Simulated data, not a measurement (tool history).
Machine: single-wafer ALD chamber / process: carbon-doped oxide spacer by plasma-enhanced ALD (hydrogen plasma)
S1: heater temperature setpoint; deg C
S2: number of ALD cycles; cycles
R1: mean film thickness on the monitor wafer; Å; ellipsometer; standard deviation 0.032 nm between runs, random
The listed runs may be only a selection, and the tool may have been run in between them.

Run 1, hour 0: S1 380 deg C, S2 178 cycles. Result: R1 90.168 Å.
Run 2, hour 7: S1 380 deg C, S2 176 cycles. Result: R1 89.473 Å.
Run 3, hour 7.9: S1 384 deg C, S2 176 cycles. Result: R1 89.117 Å.
Run 4, hour 13.7: S1 384 deg C, S2 175 cycles. Result: R1 88.89 Å.
Run 5, hour 19.6: S1 384 deg C, S2 193 cycles. Result: R1 98.29 Å.
Run 6, hour 23.8: S1 384 deg C, S2 189 cycles. Result: R1 95.878 Å.

Predict the results of run 7:
Run 7, hour 30.1: S1 384 deg C, S2 189 cycles. Result: R1 ?.

{"run 7": {"R1": 96.191}}

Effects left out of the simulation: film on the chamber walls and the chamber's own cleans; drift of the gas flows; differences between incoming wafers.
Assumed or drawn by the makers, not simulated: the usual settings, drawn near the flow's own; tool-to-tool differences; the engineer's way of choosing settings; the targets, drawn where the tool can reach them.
